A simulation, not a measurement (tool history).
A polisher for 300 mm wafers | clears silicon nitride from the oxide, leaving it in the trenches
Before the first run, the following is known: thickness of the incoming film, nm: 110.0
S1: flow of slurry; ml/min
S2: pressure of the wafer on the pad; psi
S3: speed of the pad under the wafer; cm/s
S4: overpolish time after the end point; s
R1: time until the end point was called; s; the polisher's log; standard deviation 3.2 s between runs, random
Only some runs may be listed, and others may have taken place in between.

run,hour,S1,S2,S3,S4,R1
1,0,275,3.4,126,12,104.42
2,1.1,275,3.4,126,9,104.55
3,6.7,275,3.4,148,9,93.502
4,8.2,275,3.4,148,12,89.369
5,10.1,275,3,144,12,102.06
6,11.8,275,3,144,9,103.86

Run 7 has not been measured yet. What should we expect?
7,14.4,275,2.7,138,9,?

{"run 7": {"R1": 118.75}}

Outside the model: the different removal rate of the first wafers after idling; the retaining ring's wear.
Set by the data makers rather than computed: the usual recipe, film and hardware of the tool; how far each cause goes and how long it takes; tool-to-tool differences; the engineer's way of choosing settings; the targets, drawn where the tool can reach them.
